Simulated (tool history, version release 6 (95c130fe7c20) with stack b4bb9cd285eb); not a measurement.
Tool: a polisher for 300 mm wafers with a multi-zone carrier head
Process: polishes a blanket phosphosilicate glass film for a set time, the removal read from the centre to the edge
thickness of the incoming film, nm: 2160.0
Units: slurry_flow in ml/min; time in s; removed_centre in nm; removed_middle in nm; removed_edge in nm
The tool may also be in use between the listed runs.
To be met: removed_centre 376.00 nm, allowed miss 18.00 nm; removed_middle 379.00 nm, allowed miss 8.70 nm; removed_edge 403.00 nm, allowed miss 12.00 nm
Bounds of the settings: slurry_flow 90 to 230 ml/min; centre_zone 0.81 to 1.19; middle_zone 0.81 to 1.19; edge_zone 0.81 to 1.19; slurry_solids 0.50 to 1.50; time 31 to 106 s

Run 1, hour 0.0: slurry_flow 150 ml/min, centre_zone 1.00, middle_zone 1.00, edge_zone 1.00, slurry_solids 1.00, time 68 s. Result: removed_centre 456.65 nm, removed_middle 448.53 nm, removed_edge 455.42 nm.
Run 2, hour 7.8: slurry_flow 140 ml/min, centre_zone 0.98, middle_zone 0.98, edge_zone 0.98, slurry_solids 1.00, time 68 s. Result: removed_centre 425.67 nm, removed_middle 431.81 nm, removed_edge 453.15 nm.
Run 3, hour 9.0: slurry_flow 135 ml/min, centre_zone 0.98, middle_zone 0.97, edge_zone 0.95, slurry_solids 0.95, time 68 s. Result: removed_centre 420.74 nm, removed_middle 414.31 nm, removed_edge 434.36 nm.
Run 4, hour 10.2: slurry_flow 135 ml/min, centre_zone 0.98, middle_zone 0.97, edge_zone 0.91, slurry_solids 0.95, time 68 s. Result: removed_centre 425.62 nm, removed_middle 419.96 nm, removed_edge 422.35 nm.
Run 5, hour 13.4: slurry_flow 125 ml/min, centre_zone 0.97, middle_zone 0.96, edge_zone 0.90, slurry_solids 0.95, time 68 s. Result: removed_centre 412.47 nm, removed_middle 409.40 nm, removed_edge 415.71 nm.
Run 6, hour 21.1: slurry_flow 120 ml/min, centre_zone 0.96, middle_zone 0.95, edge_zone 0.90, slurry_solids 0.95, time 68 s. Result: removed_centre 411.17 nm, removed_middle 399.02 nm, removed_edge 417.79 nm.
Run 7, hour 26.6: slurry_flow 115 ml/min, centre_zone 0.95, middle_zone 0.95, edge_zone 0.89, slurry_solids 0.95, time 68 s. Result: removed_centre 406.80 nm, removed_middle 400.49 nm, removed_edge 416.07 nm.
Run 8, hour 31.9: slurry_flow 110 ml/min, centre_zone 0.94, middle_zone 0.94, edge_zone 0.88, slurry_solids 0.95, time 68 s. Result: removed_centre 394.45 nm, removed_middle 394.05 nm, removed_edge 414.93 nm.
Run 9, hour 38.3: slurry_flow 105 ml/min, centre_zone 0.94, middle_zone 0.94, edge_zone 0.87, slurry_solids 0.95, time 68 s. Result: removed_centre 383.82 nm, removed_middle 395.20 nm, removed_edge 408.66 nm.

5 next moves are on the table. One of them brings every result within its allowed miss. Which?
Run A, hour 44.7: slurry_flow 130 ml/min, centre_zone 0.89, middle_zone 0.89, edge_zone 0.85, slurry_solids 0.75, time 77 s. Result: removed_centre ?, removed_middle ?, removed_edge ?.
Run B, hour 44.7: slurry_flow 90 ml/min, centre_zone 0.89, middle_zone 0.92, edge_zone 0.96, slurry_solids 1.00, time 70 s. Result: removed_centre ?, removed_middle ?, removed_edge ?.
Run C, hour 44.7: slurry_flow 95 ml/min, centre_zone 0.94, middle_zone 0.85, edge_zone 0.95, slurry_solids 1.00, time 68 s. Result: removed_centre ?, removed_middle ?, removed_edge ?.
Run D, hour 44.7: slurry_flow 100 ml/min, centre_zone 0.81, middle_zone 0.86, edge_zone 0.93, slurry_solids 1.05, time 68 s. Result: removed_centre ?, removed_middle ?, removed_edge ?.
Run E, hour 44.7: slurry_flow 90 ml/min, centre_zone 0.90, middle_zone 1.03, edge_zone 0.93, slurry_solids 0.95, time 62 s. Result: removed_centre ?, removed_middle ?, removed_edge ?.

move  removed_centre  removed_middle  removed_edge
   A          374.34          380.41        405.06
   B          377.66          397.29        441.93
   C          390.95          364.22        429.89
   D          347.71          379.88        438.32
   E          329.65          376.76        374.94
A: meets every target
B: further off than the last run
C: takes the result that was furthest off past its target
D: brings the result that was furthest off to its target, and leaves another outside
E: brings the result that was furthest off to its target, and leaves another outside
The right move is A.
